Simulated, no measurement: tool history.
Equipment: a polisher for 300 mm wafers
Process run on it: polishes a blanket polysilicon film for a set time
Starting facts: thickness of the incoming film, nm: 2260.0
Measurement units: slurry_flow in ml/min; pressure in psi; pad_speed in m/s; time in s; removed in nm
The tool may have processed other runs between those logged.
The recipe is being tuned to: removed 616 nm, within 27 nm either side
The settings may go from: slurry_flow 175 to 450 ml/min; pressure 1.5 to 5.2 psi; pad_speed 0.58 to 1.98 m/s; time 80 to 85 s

run	day	slurry_flow	pressure	pad_speed	time	removed
1	0	290	3.3	1.28	80	864.98
2	0.267	250	3.3	1.28	80	861.27
3	0.512	190	3.3	1.28	80	834.97
4	0.888	190	3.2	1.28	80	814.71
5	1.233	190	3.1	1.28	80	796.6
6	1.4	190	3	1.28	80	767.61
7	1.712	190	2.9	1.28	80	735.24
8	1.75	190	2.8	1.28	80	725.49
9	2.008	190	2.7	1.28	80	703.61
10	2.083	190	2.7	1.28	80	713.08
11	2.383	190	2.6	1.28	80	685.42
12	2.45	190	2.6	1.28	80	672.45

Which of these 4 next moves meets every target?
A	2.517	220	2.4	1.12	80	?
B	2.517	215	2.5	1.3	80	?
C	2.517	220	1.9	1.56	80	?
D	2.517	175	2.7	1.24	81	?

move	removed
A	555.41
B	664.51
C	623.47
D	679.32
A: takes the biggest miss from the last run beyond its target
B: an improvement on the last run, though not all results are within tolerance
C: each result inside its tolerance
D: further off than the last run
The right move is C.
